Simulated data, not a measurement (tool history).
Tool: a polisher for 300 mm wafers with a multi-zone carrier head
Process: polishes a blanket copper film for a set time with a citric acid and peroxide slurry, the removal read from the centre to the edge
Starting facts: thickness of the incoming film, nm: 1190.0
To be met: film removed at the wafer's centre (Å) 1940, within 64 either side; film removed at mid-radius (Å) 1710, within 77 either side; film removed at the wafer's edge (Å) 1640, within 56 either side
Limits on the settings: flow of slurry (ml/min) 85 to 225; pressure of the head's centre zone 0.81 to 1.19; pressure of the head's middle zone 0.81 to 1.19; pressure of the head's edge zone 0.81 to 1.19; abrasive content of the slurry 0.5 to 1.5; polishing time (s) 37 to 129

run	hour	flow of slurry (ml/min)	pressure of the head's centre zone	pressure of the head's middle zone	pressure of the head's edge zone	abrasive content of the slurry	polishing time (s)	film removed at the wafer's centre (Å)	film removed at mid-radius (Å)	film removed at the wafer's edge (Å)
1	0	145	1	1	1	1	83	1722.2	1707.2	1813.7
2	2.5	145	1	1	1	1.15	83	1750.8	1769.8	1858.6
3	3.6	145	1.02	1	0.97	1.1	83	1770.4	1735.3	1826.6
4	6.9	150	1.04	1.02	0.95	1.05	83	1833.3	1752.7	1779.2
5	13.5	150	1.05	1.02	0.93	1.05	83	1818.2	1790.3	1764.5
6	18.2	150	1.07	1.01	0.92	1	83	1877.8	1762	1741.3
7	26.5	150	1.07	1.01	0.92	1	83	1854.8	1741.3	1767.9
8	29.3	155	1.08	1.02	0.91	0.95	83	1851.1	1744.8	1749.5
9	32.1	155	1.09	1.02	0.89	0.95	83	1914.7	1735.5	1762.5
10	41.1	155	1.1	1.03	0.88	0.95	82	1891.1	1766.5	1729.5
11	44.7	155	1.11	1.03	0.87	0.95	82	1915	1781.9	1720
12	49.2	155	1.12	1.03	0.86	0.95	82	1938.4	1785.9	1710.9
# hour 53.6: slurry nozzle cleaned
13	53.6	155	1.12	1.03	0.86	0.95	82	2076.9	1941	1823.1

Which single option among these 4 for the next run brings every result within its allowed miss of target? Just one does.
A	58	155	1.18	1.01	0.85	0.95	79	?	?	?
B	58	140	1.19	0.88	0.97	0.55	86	?	?	?
C	58	205	1.14	1.02	0.9	0.95	71	?	?	?
D	58	150	1.18	1.06	0.88	0.65	71	?	?	?

move	film removed at the wafer's centre (Å)	film removed at mid-radius (Å)	film removed at the wafer's edge (Å)
A	2171.8	1789.2	1741.3
B	2159.9	1577.4	1808.6
C	1982.9	1696.6	1645.6
D	1836.3	1576.7	1489.9
A: its largest miss is bigger than the last run's
B: its largest miss is bigger than the last run's
C: each result inside its tolerance
D: takes the biggest miss from the last run beyond its target
Correct choice: C, which meets every target
